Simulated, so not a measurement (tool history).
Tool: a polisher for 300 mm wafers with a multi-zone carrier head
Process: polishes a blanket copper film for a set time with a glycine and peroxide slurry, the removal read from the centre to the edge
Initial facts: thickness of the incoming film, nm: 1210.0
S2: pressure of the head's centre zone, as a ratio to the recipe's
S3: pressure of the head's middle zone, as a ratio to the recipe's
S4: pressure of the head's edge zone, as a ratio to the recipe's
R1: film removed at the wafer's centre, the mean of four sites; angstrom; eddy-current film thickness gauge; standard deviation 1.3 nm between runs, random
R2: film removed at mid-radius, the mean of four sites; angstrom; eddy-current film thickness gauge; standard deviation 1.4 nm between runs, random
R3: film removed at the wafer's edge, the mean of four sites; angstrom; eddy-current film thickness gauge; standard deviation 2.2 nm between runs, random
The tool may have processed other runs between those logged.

run 1 hour=0.0 | flow_of_slurry_(ml/min)=255 S2=1.00 S3=1.00 S4=1.00 polishing_time_(s)=59 | R1=2020.0 R2=2237.9 R3=2212.8
run 2 hour=0.6 | flow_of_slurry_(ml/min)=305 S2=1.00 S3=1.00 S4=1.00 polishing_time_(s)=59 | R1=2054.8 R2=2297.9 R3=2161.5
run 3 hour=5.7 | flow_of_slurry_(ml/min)=305 S2=1.00 S3=1.00 S4=0.92 polishing_time_(s)=59 | R1=2086.4 R2=2319.0 R3=2055.4
run 4 hour=8.4 | flow_of_slurry_(ml/min)=305 S2=1.00 S3=1.00 S4=0.86 polishing_time_(s)=59 | R1=2081.5 R2=2319.5 R3=2094.5
run 5 hour=13.1 | flow_of_slurry_(ml/min)=315 S2=1.01 S3=0.99 S4=0.86 polishing_time_(s)=57 | R1=2041.8 R2=2212.4 R3=2009.7
run 6 hour=15.8 | flow_of_slurry_(ml/min)=315 S2=1.01 S3=0.99 S4=0.86 polishing_time_(s)=62 | R1=2202.1 R2=2383.1 R3=2178.7
run 7 hour=23.8 | flow_of_slurry_(ml/min)=325 S2=1.02 S3=0.98 S4=0.86 polishing_time_(s)=60 | R1=2161.7 R2=2307.2 R3=2130.5
-- hour=27.6 centre zone pressure recalibrated
run 8 hour=27.6 | flow_of_slurry_(ml/min)=330 S2=1.03 S3=0.98 S4=0.86 polishing_time_(s)=58 | R1=2278.7 R2=2238.6 R3=2033.5
run 9 hour=34.3 | flow_of_slurry_(ml/min)=260 S2=1.02 S3=0.93 S4=0.81 polishing_time_(s)=47 | R1=1781.9 R2=1699.0 R3=1565.5
run 10 hour=42.0 | flow_of_slurry_(ml/min)=265 S2=1.02 S3=0.93 S4=0.82 polishing_time_(s)=47 | R1=1787.9 R2=1704.4 R3=1587.7
run 11 hour=44.5 | flow_of_slurry_(ml/min)=270 S2=1.02 S3=0.93 S4=0.82 polishing_time_(s)=47 | R1=1815.6 R2=1707.1 R3=1591.1
run 12 hour=50.6 | flow_of_slurry_(ml/min)=275 S2=1.02 S3=0.93 S4=0.82 polishing_time_(s)=47 | R1=1797.6 R2=1715.8 R3=1647.7

Expected results for the next run?
run 13 hour=55.9 | flow_of_slurry_(ml/min)=280 S2=1.02 S3=0.93 S4=0.82 polishing_time_(s)=47 | R1=? R2=? R3=?

{"run 13": {"R1": 1787.5, "R2": 1722.0, "R3": 1619.8}}
